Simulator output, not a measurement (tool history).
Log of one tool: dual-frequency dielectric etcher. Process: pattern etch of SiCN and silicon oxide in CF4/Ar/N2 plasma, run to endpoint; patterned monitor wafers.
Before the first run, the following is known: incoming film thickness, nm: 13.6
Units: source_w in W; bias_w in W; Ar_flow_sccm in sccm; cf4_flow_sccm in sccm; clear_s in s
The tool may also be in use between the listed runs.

run    day  source_w  bias_w  Ar_flow_sccm  cf4_flow_sccm  clear_s
  1      0       410      97            88             79   15.053
  2  0.233       410      97            75             79   14.703
  3  0.583       400      97            75             79   15.075
  4  0.879       430      97            75             79   14.194
  5  1.217       430      97            75             67   14.448
  6  1.596       430      97            81             67    14.69

For run 7, what comes out?
  7  1.867       420      97            81             67        ?

Run 7 yielded clear_s 14.847 s.

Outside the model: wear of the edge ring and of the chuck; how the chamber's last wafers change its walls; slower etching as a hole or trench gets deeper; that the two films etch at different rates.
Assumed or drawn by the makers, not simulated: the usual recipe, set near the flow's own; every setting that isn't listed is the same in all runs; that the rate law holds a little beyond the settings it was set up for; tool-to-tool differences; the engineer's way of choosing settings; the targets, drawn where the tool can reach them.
